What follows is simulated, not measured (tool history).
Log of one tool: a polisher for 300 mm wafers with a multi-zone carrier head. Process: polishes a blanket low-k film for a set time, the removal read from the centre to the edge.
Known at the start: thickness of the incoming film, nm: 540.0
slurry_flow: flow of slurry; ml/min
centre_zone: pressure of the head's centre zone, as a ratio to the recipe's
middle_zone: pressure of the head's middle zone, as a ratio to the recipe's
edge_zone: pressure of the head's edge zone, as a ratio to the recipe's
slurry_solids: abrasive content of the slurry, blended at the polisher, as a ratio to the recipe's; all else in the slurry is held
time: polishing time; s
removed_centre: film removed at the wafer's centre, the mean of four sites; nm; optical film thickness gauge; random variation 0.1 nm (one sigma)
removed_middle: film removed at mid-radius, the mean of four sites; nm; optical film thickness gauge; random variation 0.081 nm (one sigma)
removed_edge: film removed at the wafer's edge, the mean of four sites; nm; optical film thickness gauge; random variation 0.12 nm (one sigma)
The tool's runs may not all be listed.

| run | hour | slurry_flow | centre_zone | middle_zone | edge_zone | slurry_solids | time | removed_centre | removed_middle | removed_edge |
|---|---|---|---|---|---|---|---|---|---|---|
| 1 | 0 | 255 | 1 | 1 | 1 | 1 | 39 | 12.656 | 12.663 | 13.383 |
| 2 | 3.9 | 255 | 1 | 1 | 1 | 1 | 35 | 11.63 | 11.48 | 11.714 |
| 3 | 9.7 | 255 | 1.02 | 0.97 | 0.98 | 0.9 | 35 | 11.11 | 10.534 | 11.141 |
| 4 | 16.9 | 255 | 1.04 | 0.95 | 0.96 | 0.85 | 35 | 10.992 | 10.27 | 10.612 |
| 5 | 22.8 | 255 | 1.04 | 0.95 | 0.99 | 0.85 | 35 | 11.033 | 10.179 | 10.797 |
| 6 | 28 | 255 | 0.98 | 0.95 | 0.99 | 0.85 | 35 | 10.451 | 10.163 | 10.835 |
|  | 33.7 | slurry nozzle cleaned |
| 7 | 33.7 | 255 | 1.01 | 0.92 | 0.98 | 0.8 | 35 | 11.252 | 9.9565 | 11.051 |

The next listed run, before its measurement:
| 8 | 37.3 | 250 | 1.02 | 0.91 | 0.97 | 0.75 | 35 | ? | ? | ? |

Run 8 gave removed_centre 10.562 nm, removed_middle 9.7218 nm, removed_edge 10.357 nm.

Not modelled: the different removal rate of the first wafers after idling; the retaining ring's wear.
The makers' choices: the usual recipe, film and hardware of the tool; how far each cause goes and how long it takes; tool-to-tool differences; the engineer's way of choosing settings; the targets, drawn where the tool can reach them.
